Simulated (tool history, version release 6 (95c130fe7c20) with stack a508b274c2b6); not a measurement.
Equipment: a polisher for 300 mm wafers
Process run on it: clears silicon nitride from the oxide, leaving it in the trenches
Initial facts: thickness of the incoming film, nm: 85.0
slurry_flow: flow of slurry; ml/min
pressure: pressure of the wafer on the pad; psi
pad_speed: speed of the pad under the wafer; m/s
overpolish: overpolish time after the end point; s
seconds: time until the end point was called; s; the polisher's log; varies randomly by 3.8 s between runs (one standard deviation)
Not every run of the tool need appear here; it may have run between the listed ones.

run	hour	slurry_flow	pressure	pad_speed	overpolish	seconds
1	0.0	150	2.4	1.04	25	98.201
2	1.5	150	2.4	1.04	25	103.330
3	5.9	150	2.4	1.18	25	91.387
4	13.3	115	2.4	1.18	25	95.246
5	20.9	115	2.4	1.18	25	95.784
6	24.9	115	2.4	1.28	25	90.781
7	26.3	105	1.8	1.00	25	141.950
8	32.0	105	1.6	0.98	25	157.000

The next listed run, before its measurement:
9	33.8	105	1.5	0.96	25	?

Run 9 measured seconds 173.500 s.
